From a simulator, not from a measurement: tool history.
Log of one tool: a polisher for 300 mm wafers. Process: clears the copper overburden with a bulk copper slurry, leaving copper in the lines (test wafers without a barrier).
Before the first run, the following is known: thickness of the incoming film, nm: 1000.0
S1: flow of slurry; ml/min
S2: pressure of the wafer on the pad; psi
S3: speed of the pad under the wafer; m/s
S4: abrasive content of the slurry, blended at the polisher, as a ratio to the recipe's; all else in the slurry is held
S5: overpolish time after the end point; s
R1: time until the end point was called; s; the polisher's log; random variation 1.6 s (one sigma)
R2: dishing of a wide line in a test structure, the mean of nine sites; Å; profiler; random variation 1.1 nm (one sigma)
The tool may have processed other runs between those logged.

Run 1, hour 0.0: S1 310 ml/min, S2 3.3 psi, S3 1.42 m/s, S4 1.00, S5 25 s. Result: R1 82.467 s, R2 1272.4 Å.
Run 2, hour 8.0: S1 310 ml/min, S2 3.7 psi, S3 1.42 m/s, S4 1.00, S5 25 s. Result: R1 72.788 s, R2 1330.1 Å.
Run 3, hour 14.7: S1 310 ml/min, S2 3.7 psi, S3 1.42 m/s, S4 1.10, S5 25 s. Result: R1 75.845 s, R2 1367.2 Å.
Run 4, hour 23.4: S1 315 ml/min, S2 3.4 psi, S3 1.42 m/s, S4 1.00, S5 21 s. Result: R1 81.983 s, R2 1205.5 Å.
Run 5, hour 25.0: S1 315 ml/min, S2 3.4 psi, S3 1.42 m/s, S4 0.85, S5 21 s. Result: R1 84.569 s, R2 1180.9 Å.
Run 6, hour 33.7: S1 375 ml/min, S2 3.4 psi, S3 1.42 m/s, S4 0.85, S5 21 s. Result: R1 79.534 s, R2 1193.0 Å.
Run 7, hour 42.4: S1 380 ml/min, S2 3.3 psi, S3 1.44 m/s, S4 0.85, S5 17 s. Result: R1 83.830 s, R2 1046.5 Å.

For run 8, what comes out?
Run 8, hour 50.6: S1 385 ml/min, S2 3.2 psi, S3 1.46 m/s, S4 0.85, S5 16 s. Result: R1 ?, R2 ?.

Run 8 yielded R1 87.614 s, R2 1000.1 Å.
